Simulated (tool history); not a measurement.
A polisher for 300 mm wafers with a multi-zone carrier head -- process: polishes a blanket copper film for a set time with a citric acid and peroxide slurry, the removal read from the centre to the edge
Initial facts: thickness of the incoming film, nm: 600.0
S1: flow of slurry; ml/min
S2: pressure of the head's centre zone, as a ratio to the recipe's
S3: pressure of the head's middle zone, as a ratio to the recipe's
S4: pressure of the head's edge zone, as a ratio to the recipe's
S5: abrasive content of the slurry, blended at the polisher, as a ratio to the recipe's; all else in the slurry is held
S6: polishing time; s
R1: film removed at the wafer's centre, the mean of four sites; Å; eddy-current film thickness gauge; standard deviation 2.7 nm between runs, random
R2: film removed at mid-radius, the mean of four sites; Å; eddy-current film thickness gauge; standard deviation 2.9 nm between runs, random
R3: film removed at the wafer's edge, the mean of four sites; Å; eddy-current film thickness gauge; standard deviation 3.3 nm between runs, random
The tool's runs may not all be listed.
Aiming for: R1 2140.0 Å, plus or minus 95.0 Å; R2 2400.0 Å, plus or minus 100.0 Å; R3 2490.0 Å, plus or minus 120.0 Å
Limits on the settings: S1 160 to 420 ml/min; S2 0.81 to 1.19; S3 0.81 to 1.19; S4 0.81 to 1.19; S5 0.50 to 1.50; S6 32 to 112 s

run	day	S1	S2	S3	S4	S5	S6	R1	R2	R3
1	0.000	270	1.00	1.00	1.00	1.00	72	1793.2	1776.6	1769.7
2	0.175	270	1.00	1.00	1.00	1.00	86	2157.2	2142.7	2121.8
3	0.267	270	0.95	1.00	1.00	1.00	86	2042.8	2130.0	2117.2
4	0.617	270	0.95	1.00	1.07	1.00	86	2062.1	2157.2	2131.8
5	0.958	270	0.95	1.00	1.03	1.00	86	2062.3	2142.8	2143.4
6	1.042	270	0.95	1.00	0.95	1.00	86	2030.9	2128.8	2021.3
7	1.200	270	0.93	1.01	1.01	1.10	87	2075.5	2283.4	2208.3
8	1.292	280	0.92	1.00	1.11	1.20	87	2123.8	2291.1	2324.1
9	1.579	280	0.91	1.00	1.12	1.25	87	2051.8	2344.9	2349.8
10	1.938	280	0.91	0.99	1.13	1.30	87	2089.0	2281.9	2416.4

Of the 5 settings listed for the next run, only one would bring every result within its allowed miss of target. Which one?
A	2.296	350	0.89	0.82	1.14	1.45	89	?	?	?
B	2.296	285	0.89	0.88	1.15	1.40	89	?	?	?
C	2.296	210	0.87	0.97	1.07	1.30	95	?	?	?
D	2.296	270	0.97	0.98	1.11	1.25	84	?	?	?
E	2.296	395	0.92	1.17	1.12	1.25	80	?	?	?

move	R1	R2	R3
A	2221.5	2052.8	2585.0
B	2156.9	2115.8	2533.2
C	2119.8	2316.8	2501.9
D	2150.5	2115.4	2281.9
E	2022.5	2428.7	2236.0
A: misses by more than the last run did
B: misses by more than the last run did
C: in spec on every target
D: misses by more than the last run did
E: brings the last run's worst result on target, with another outside its allowed miss
Answer: C
